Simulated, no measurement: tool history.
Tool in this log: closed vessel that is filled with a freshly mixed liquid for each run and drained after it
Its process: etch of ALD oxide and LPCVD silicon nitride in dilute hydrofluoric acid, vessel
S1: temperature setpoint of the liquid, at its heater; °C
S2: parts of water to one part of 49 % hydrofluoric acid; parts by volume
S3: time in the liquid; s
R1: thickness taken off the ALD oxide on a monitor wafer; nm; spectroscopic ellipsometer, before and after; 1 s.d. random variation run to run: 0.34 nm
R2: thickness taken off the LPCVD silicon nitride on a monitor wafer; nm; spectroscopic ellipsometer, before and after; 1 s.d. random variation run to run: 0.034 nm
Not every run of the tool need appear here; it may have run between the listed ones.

run,hour,S1,S2,S3,R1,R2
1,0,25,75,60,23.62,0.43472
2,6,22,75,60,21.136,0.36076
3,11.8,22,55,60,29.582,0.44612
4,17.7,22,35,60,48.433,0.75556
5,18.7,24.5,35,60,52.039,0.86168
6,21.5,24.5,35,80,70.017,1.2776
7,25.4,24.5,40,80,62.078,1.08
8,28.4,24.5,45,80,54.213,0.93563
9,31,24.5,50,80,47.882,0.88834
10,32.4,23,60,90,42.62,0.71723
11,33.5,23,60,90,42.536,0.71191
12,35.5,23.5,60,90,42.499,0.66438

The next listed run, before its measurement:
13,39.9,24,60,90,?,?

R1: 44.19 nm
R2: 0.81038 nm
